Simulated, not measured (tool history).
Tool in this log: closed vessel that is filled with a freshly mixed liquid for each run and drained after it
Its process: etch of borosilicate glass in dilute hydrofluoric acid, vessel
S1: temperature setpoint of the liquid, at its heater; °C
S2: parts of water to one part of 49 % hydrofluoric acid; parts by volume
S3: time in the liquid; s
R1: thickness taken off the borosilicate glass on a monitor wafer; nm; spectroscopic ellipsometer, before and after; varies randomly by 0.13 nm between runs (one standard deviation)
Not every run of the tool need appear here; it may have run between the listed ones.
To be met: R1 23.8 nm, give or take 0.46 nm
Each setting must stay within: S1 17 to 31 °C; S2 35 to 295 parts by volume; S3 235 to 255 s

run,hour,S1,S2,S3,R1
1,0,23,165,235,36.381
2,6.8,23,115,235,55.489
3,15.7,22,125,235,48.66
4,18.8,21,135,235,42.947
5,24.2,21,135,255,46.314
6,27.4,21,135,255,46.478
7,36,20.5,145,255,41.925
8,39.6,20,150,255,39.546
9,42,19.5,155,255,37.438
10,43.1,19,160,255,35.552
11,45.4,18.5,165,255,33.182
12,53.9,18.5,170,255,32.281
13,62.5,18.5,175,255,31.069
14,71.3,18.5,180,255,30.064
15,72.7,18.5,185,255,29.037
16,75.1,18.5,185,255,29.167

Exercise: of the 5 proposed moves below, exactly one satisfies all targets within the stated allowed misses. Which move is it?
A,77.5,17.5,200,235,?
B,77.5,20.5,210,235,?
C,77.5,17.5,190,235,?
D,77.5,18.5,200,235,?
E,77.5,22,220,235,?

move,R1
A,23.462
B,24.875
C,24.928
D,24.407
E,24.879
A: in spec on every target
B: nearer than the last run, and not there yet
C: nearer than the last run, and not there yet
D: nearer than the last run, and not there yet
E: nearer than the last run, and not there yet
So the answer is move A, the one that meets all the targets.

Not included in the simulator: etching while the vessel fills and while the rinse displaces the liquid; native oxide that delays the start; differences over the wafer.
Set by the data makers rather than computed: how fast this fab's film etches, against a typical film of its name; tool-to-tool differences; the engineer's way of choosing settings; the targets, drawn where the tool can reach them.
